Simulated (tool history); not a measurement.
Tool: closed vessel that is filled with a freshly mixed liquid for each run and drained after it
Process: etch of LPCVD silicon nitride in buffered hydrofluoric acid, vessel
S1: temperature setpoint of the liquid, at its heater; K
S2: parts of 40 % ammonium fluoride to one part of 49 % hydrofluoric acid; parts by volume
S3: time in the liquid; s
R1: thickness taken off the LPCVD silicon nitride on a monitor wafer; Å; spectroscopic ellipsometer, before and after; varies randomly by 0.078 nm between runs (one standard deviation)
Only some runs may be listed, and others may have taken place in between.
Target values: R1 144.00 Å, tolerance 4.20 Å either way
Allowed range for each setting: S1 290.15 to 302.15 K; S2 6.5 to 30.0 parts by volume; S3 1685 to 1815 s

Run 1, day 0.000: S1 294.15 K, S2 18.5 parts by volume, S3 1685 s. Result: R1 106.99 Å.
Run 2, day 0.229: S1 295.15 K, S2 18.5 parts by volume, S3 1685 s. Result: R1 113.97 Å.
Run 3, day 0.362: S1 295.65 K, S2 18.5 parts by volume, S3 1685 s. Result: R1 116.70 Å.
Run 4, day 0.521: S1 296.15 K, S2 18.5 parts by volume, S3 1685 s. Result: R1 119.31 Å.
Run 5, day 0.604: S1 296.15 K, S2 18.5 parts by volume, S3 1685 s. Result: R1 118.97 Å.
Run 6, day 0.983: S1 296.65 K, S2 18.5 parts by volume, S3 1685 s. Result: R1 121.53 Å.
Run 7, day 1.108: S1 297.15 K, S2 18.5 parts by volume, S3 1685 s. Result: R1 126.40 Å.
Run 8, day 1.300: S1 297.65 K, S2 18.5 parts by volume, S3 1685 s. Result: R1 130.00 Å.
Run 9, day 1.383: S1 298.15 K, S2 18.5 parts by volume, S3 1685 s. Result: R1 133.58 Å.

Which of these 5 next moves meets every target?
Run A, day 1.467: S1 299.15 K, S2 20.0 parts by volume, S3 1735 s. Result: R1 ?.
Run B, day 1.467: S1 300.15 K, S2 20.5 parts by volume, S3 1700 s. Result: R1 ?.
Run C, day 1.467: S1 298.65 K, S2 18.5 parts by volume, S3 1755 s. Result: R1 ?.
Run D, day 1.467: S1 295.65 K, S2 18.5 parts by volume, S3 1735 s. Result: R1 ?.
Run E, day 1.467: S1 298.15 K, S2 20.0 parts by volume, S3 1790 s. Result: R1 ?.

move      R1
   A  135.25
   B  136.49
   C  143.78
   D  120.64
   E  132.18
A: nearer than the last run, and not there yet
B: nearer than the last run, and not there yet
C: every result lands within tolerance
D: the biggest miss grows against the last run
E: the biggest miss grows against the last run
Correct choice: C, which meets every target

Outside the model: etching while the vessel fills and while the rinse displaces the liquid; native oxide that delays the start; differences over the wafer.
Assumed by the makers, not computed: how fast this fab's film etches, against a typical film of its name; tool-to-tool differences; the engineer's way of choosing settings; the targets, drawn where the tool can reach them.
